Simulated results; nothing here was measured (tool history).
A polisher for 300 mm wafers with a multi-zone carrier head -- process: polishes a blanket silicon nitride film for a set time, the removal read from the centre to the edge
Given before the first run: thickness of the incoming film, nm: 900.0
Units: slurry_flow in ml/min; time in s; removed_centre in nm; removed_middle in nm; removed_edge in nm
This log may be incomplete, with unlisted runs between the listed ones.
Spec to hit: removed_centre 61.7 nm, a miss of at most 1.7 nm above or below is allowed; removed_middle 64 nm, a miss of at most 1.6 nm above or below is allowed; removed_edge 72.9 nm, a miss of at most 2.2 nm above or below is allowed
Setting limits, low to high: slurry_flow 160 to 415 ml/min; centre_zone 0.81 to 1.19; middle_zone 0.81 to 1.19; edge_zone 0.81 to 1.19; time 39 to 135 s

Run 1, day 0: slurry_flow 265 ml/min, centre_zone 1, middle_zone 1, edge_zone 1, time 87 s. Result: removed_centre 93.168 nm, removed_middle 92.495 nm, removed_edge 92.474 nm.
Run 2, day 0.317: slurry_flow 260 ml/min, centre_zone 0.98, middle_zone 0.98, edge_zone 0.99, time 85 s. Result: removed_centre 88.997 nm, removed_middle 87.446 nm, removed_edge 89.181 nm.
Run 3, day 0.617: slurry_flow 260 ml/min, centre_zone 0.98, middle_zone 0.98, edge_zone 0.99, time 75 s. Result: removed_centre 79.063 nm, removed_middle 77.634 nm, removed_edge 79.017 nm.
Run 4, day 0.979: slurry_flow 260 ml/min, centre_zone 0.98, middle_zone 0.93, edge_zone 0.99, time 75 s. Result: removed_centre 77.008 nm, removed_middle 75.372 nm, removed_edge 79.792 nm.
Run 5, day 1.229: slurry_flow 255 ml/min, centre_zone 0.97, middle_zone 0.91, edge_zone 0.98, time 75 s. Result: removed_centre 77.158 nm, removed_middle 74.433 nm, removed_edge 78.947 nm.
Run 6, day 1.421: slurry_flow 255 ml/min, centre_zone 0.97, middle_zone 0.98, edge_zone 0.98, time 75 s. Result: removed_centre 77.406 nm, removed_middle 76.752 nm, removed_edge 80.613 nm.
Run 7, day 1.742: slurry_flow 260 ml/min, centre_zone 0.95, middle_zone 0.97, edge_zone 0.97, time 74 s. Result: removed_centre 73.87 nm, removed_middle 76.189 nm, removed_edge 77.887 nm.
Run 8, day 1.867: slurry_flow 250 ml/min, centre_zone 0.94, middle_zone 0.95, edge_zone 0.97, time 74 s. Result: removed_centre 73.298 nm, removed_middle 74.754 nm, removed_edge 77.389 nm.
Run 9, day 1.904: slurry_flow 250 ml/min, centre_zone 0.94, middle_zone 0.95, edge_zone 0.97, time 74 s. Result: removed_centre 73.729 nm, removed_middle 74.966 nm, removed_edge 77.149 nm.
Run 10, day 2.021: slurry_flow 245 ml/min, centre_zone 0.93, middle_zone 0.93, edge_zone 0.98, time 73 s. Result: removed_centre 72.081 nm, removed_middle 72.287 nm, removed_edge 78.242 nm.
Run 11, day 2.288: slurry_flow 240 ml/min, centre_zone 0.92, middle_zone 0.92, edge_zone 0.97, time 73 s. Result: removed_centre 70.812 nm, removed_middle 71.654 nm, removed_edge 76.966 nm.
Run 12, day 2.442: slurry_flow 240 ml/min, centre_zone 0.92, middle_zone 0.92, edge_zone 0.97, time 73 s. Result: removed_centre 70.502 nm, removed_middle 71.776 nm, removed_edge 75.734 nm.
Run 13, day 2.533: slurry_flow 235 ml/min, centre_zone 0.91, middle_zone 0.91, edge_zone 0.97, time 73 s. Result: removed_centre 70.995 nm, removed_middle 71.472 nm, removed_edge 76.125 nm.
Run 14, day 2.671: slurry_flow 235 ml/min, centre_zone 0.9, middle_zone 0.9, edge_zone 0.97, time 72 s. Result: removed_centre 68.63 nm, removed_middle 69.278 nm, removed_edge 75.499 nm.

5 candidate next runs follow, results not yet known. Just one meets every target within its allowed miss. Identify it.
Run A, day 2.808: slurry_flow 205 ml/min, centre_zone 0.95, middle_zone 0.99, edge_zone 0.88, time 76 s. Result: removed_centre ?, removed_middle ?, removed_edge ?.
Run B, day 2.808: slurry_flow 265 ml/min, centre_zone 0.85, middle_zone 0.83, edge_zone 1, time 68 s. Result: removed_centre ?, removed_middle ?, removed_edge ?.
Run C, day 2.808: slurry_flow 210 ml/min, centre_zone 1.12, middle_zone 0.87, edge_zone 0.95, time 68 s. Result: removed_centre ?, removed_middle ?, removed_edge ?.
Run D, day 2.808: slurry_flow 260 ml/min, centre_zone 1.04, middle_zone 0.89, edge_zone 0.84, time 75 s. Result: removed_centre ?, removed_middle ?, removed_edge ?.
Run E, day 2.808: slurry_flow 210 ml/min, centre_zone 1.01, middle_zone 1, edge_zone 0.89, time 75 s. Result: removed_centre ?, removed_middle ?, removed_edge ?.

move  removed_centre  removed_middle  removed_edge
   A          73.497          76.859        75.038
   B          60.747          63.524        73.038
   C          77.846          63.529        69.804
   D          81.955          72.916        74.147
   E          77.424          76.558          74.6
A: its largest miss is bigger than the last run's
B: hits every target within its allowed miss
C: its largest miss is bigger than the last run's
D: its largest miss is bigger than the last run's
E: its largest miss is bigger than the last run's
Correct choice: B, which meets every target

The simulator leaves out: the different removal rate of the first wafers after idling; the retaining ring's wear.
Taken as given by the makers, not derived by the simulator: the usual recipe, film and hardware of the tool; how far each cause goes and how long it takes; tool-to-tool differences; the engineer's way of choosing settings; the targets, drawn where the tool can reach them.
